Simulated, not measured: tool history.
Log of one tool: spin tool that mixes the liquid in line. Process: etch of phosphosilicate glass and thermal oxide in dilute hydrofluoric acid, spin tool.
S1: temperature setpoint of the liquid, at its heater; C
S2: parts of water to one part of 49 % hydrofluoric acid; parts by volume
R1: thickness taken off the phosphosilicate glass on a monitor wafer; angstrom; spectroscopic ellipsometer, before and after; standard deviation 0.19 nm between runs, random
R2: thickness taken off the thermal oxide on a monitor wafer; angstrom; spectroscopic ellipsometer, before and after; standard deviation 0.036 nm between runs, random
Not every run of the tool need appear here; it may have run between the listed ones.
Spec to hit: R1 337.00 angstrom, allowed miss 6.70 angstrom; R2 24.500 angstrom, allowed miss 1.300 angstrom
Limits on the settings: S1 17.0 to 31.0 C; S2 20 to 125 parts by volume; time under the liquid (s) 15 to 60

run 1 hour=0.0 | S1=23.0 S2=70 time_under_the_liquid_(s)=30 | R1=273.26 R2=19.991
run 2 hour=3.6 | S1=24.0 S2=70 time_under_the_liquid_(s)=30 | R1=283.92 R2=21.008
run 3 hour=12.0 | S1=24.0 S2=90 time_under_the_liquid_(s)=30 | R1=214.51 R2=15.837
run 4 hour=15.1 | S1=24.0 S2=90 time_under_the_liquid_(s)=25 | R1=180.07 R2=12.780
run 5 hour=18.4 | S1=21.5 S2=90 time_under_the_liquid_(s)=25 | R1=162.26 R2=11.516
run 6 hour=23.6 | S1=23.5 S2=85 time_under_the_liquid_(s)=25 | R1=189.04 R2=13.528
run 7 hour=26.1 | S1=25.0 S2=80 time_under_the_liquid_(s)=25 | R1=213.02 R2=15.392
run 8 hour=30.0 | S1=26.5 S2=75 time_under_the_liquid_(s)=25 | R1=243.13 R2=17.399
run 9 hour=33.6 | S1=27.5 S2=70 time_under_the_liquid_(s)=25 | R1=272.75 R2=19.409
run 10 hour=35.2 | S1=28.0 S2=70 time_under_the_liquid_(s)=25 | R1=277.58 R2=19.778
run 11 hour=42.3 | S1=28.5 S2=70 time_under_the_liquid_(s)=25 | R1=283.87 R2=20.580
run 12 hour=46.0 | S1=29.0 S2=70 time_under_the_liquid_(s)=25 | R1=288.89 R2=21.016

Which one of the following 4 next-run settings gets every result inside its allowed miss? There is exactly one.
run A hour=49.7 | S1=28.5 S2=40 time_under_the_liquid_(s)=15 | R1=? R2=?
run B hour=49.7 | S1=25.0 S2=45 time_under_the_liquid_(s)=20 | R1=? R2=?
run C hour=49.7 | S1=31.0 S2=55 time_under_the_liquid_(s)=20 | R1=? R2=?
run D hour=49.7 | S1=31.0 S2=100 time_under_the_liquid_(s)=40 | R1=? R2=?

move=A R1=310.84 R2=22.519
move=B R1=317.39 R2=22.993
move=C R1=325.07 R2=23.549
move=D R1=334.19 R2=24.210
A: nearer than the last run, and not there yet
B: nearer than the last run, and not there yet
C: nearer than the last run, and not there yet
D: all results land within tolerance of their targets
Go with D: it meets all targets.
